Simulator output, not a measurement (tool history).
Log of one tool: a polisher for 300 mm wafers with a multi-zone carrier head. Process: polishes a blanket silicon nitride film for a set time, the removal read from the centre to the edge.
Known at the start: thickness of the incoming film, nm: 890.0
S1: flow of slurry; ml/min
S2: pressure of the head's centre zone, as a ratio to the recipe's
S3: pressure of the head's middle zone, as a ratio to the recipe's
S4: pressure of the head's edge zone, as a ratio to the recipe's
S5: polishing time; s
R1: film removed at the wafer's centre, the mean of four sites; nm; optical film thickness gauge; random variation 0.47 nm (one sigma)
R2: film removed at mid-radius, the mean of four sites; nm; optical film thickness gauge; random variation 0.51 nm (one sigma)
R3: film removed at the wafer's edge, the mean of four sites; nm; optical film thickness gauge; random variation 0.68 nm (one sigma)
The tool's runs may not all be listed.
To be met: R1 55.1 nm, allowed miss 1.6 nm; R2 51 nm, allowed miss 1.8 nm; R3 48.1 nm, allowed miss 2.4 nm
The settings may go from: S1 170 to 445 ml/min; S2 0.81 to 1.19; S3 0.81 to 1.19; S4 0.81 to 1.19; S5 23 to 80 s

run 1 hour=0 | S1=285 S2=1 S3=1 S4=1 S5=51 | R1=73.415 R2=69.263 R3=69.657
run 2 hour=7.9 | S1=240 S2=1 S3=1 S4=1 S5=51 | R1=70.184 R2=68.894 R3=66.34
run 3 hour=10.8 | S1=240 S2=1 S3=1 S4=1 S5=56 | R1=77.034 R2=76.552 R3=74.229
run 4 hour=15.8 | S1=240 S2=1 S3=0.93 S4=1 S5=56 | R1=78.325 R2=69.917 R3=74.131
run 5 hour=24 | S1=240 S2=1 S3=0.93 S4=1 S5=64 | R1=88.348 R2=80.511 R3=82.659
-- hour=26.3 centre zone pressure recalibrated
run 6 hour=26.3 | S1=220 S2=1 S3=0.94 S4=0.95 S5=56 | R1=72.763 R2=70.173 R3=70.942
run 7 hour=27.3 | S1=235 S2=1.04 S3=0.96 S4=0.91 S5=50 | R1=67.798 R2=65.316 R3=63.097
run 8 hour=36.3 | S1=230 S2=1.06 S3=0.95 S4=0.88 S5=46 | R1=62.749 R2=58.618 R3=57.176

Which of these 4 next moves meets every target?
run A hour=45.3 | S1=180 S2=0.89 S3=1.04 S4=0.86 S5=47 | R1=? R2=? R3=?
run B hour=45.3 | S1=235 S2=0.97 S3=0.89 S4=0.83 S5=52 | R1=? R2=? R3=?
run C hour=45.3 | S1=315 S2=0.94 S3=1.01 S4=0.86 S5=48 | R1=? R2=? R3=?
run D hour=45.3 | S1=225 S2=1.07 S3=0.96 S4=0.82 S5=40 | R1=? R2=? R3=?

move=A R1=51.419 R2=61.912 R3=54.73
move=B R1=65.172 R2=62.833 R3=61.859
move=C R1=60.647 R2=66.781 R3=59.361
move=D R1=54.979 R2=51.131 R3=47.095
A: takes the result that was furthest off past its target
B: further off than the last run
C: further off than the last run
D: meets every target
Answer: D
